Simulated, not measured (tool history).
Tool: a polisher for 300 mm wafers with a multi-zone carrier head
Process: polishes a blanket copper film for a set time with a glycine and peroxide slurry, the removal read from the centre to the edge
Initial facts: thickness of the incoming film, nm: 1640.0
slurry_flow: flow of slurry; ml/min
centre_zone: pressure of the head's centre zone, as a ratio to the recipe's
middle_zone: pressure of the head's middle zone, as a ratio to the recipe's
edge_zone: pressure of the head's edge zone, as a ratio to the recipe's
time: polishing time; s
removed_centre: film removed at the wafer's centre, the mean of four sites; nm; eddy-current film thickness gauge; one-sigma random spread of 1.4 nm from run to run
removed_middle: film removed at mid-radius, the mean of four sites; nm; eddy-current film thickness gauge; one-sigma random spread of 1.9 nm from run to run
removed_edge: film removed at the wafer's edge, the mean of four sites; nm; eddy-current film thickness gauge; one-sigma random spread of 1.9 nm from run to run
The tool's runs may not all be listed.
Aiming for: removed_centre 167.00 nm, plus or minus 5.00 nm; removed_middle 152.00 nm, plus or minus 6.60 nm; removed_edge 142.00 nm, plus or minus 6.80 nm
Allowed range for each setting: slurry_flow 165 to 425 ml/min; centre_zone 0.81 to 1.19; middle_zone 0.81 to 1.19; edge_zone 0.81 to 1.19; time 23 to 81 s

run 1 hour=0.0 | slurry_flow=275 centre_zone=1.00 middle_zone=1.00 edge_zone=1.00 time=52 | removed_centre=196.01 removed_middle=193.80 removed_edge=193.50
run 2 hour=7.0 | slurry_flow=280 centre_zone=1.01 middle_zone=1.00 edge_zone=0.96 time=49 | removed_centre=184.75 removed_middle=185.38 removed_edge=177.71
run 3 hour=13.9 | slurry_flow=280 centre_zone=1.01 middle_zone=1.00 edge_zone=1.01 time=49 | removed_centre=184.95 removed_middle=182.28 removed_edge=179.60
run 4 hour=15.9 | slurry_flow=285 centre_zone=1.03 middle_zone=1.00 edge_zone=1.00 time=47 | removed_centre=181.41 removed_middle=175.84 removed_edge=170.32
run 5 hour=22.1 | slurry_flow=290 centre_zone=1.04 middle_zone=0.99 edge_zone=0.99 time=45 | removed_centre=174.80 removed_middle=166.61 removed_edge=166.98
run 6 hour=27.3 | slurry_flow=285 centre_zone=1.06 middle_zone=1.00 edge_zone=0.97 time=44 | removed_centre=175.01 removed_middle=165.48 removed_edge=162.17
run 7 hour=35.8 | slurry_flow=290 centre_zone=1.08 middle_zone=1.01 edge_zone=0.95 time=43 | removed_centre=175.53 removed_middle=159.11 removed_edge=155.99
run 8 hour=40.8 | slurry_flow=290 centre_zone=1.08 middle_zone=1.02 edge_zone=0.93 time=42 | removed_centre=172.21 removed_middle=157.57 removed_edge=154.91

Which one of the following 4 next-run settings gets every result inside its allowed miss? There is exactly one.
run A hour=45.8 | slurry_flow=315 centre_zone=0.99 middle_zone=0.93 edge_zone=0.95 time=45 | removed_centre=? removed_middle=? removed_edge=?
run B hour=45.8 | slurry_flow=340 centre_zone=1.11 middle_zone=1.03 edge_zone=0.91 time=40 | removed_centre=? removed_middle=? removed_edge=?
run C hour=45.8 | slurry_flow=270 centre_zone=1.04 middle_zone=0.86 edge_zone=1.01 time=44 | removed_centre=? removed_middle=? removed_edge=?
run D hour=45.8 | slurry_flow=285 centre_zone=1.10 middle_zone=0.89 edge_zone=1.07 time=43 | removed_centre=? removed_middle=? removed_edge=?

move=A removed_centre=170.15 removed_middle=157.02 removed_edge=162.56
move=B removed_centre=170.69 removed_middle=149.06 removed_edge=142.38
move=C removed_centre=172.90 removed_middle=145.23 removed_edge=161.93
move=D removed_centre=179.51 removed_middle=145.21 removed_edge=162.60
A: the biggest miss grows against the last run
B: all results in spec
C: the biggest miss grows against the last run
D: the biggest miss grows against the last run
Correct choice: B, which meets every target
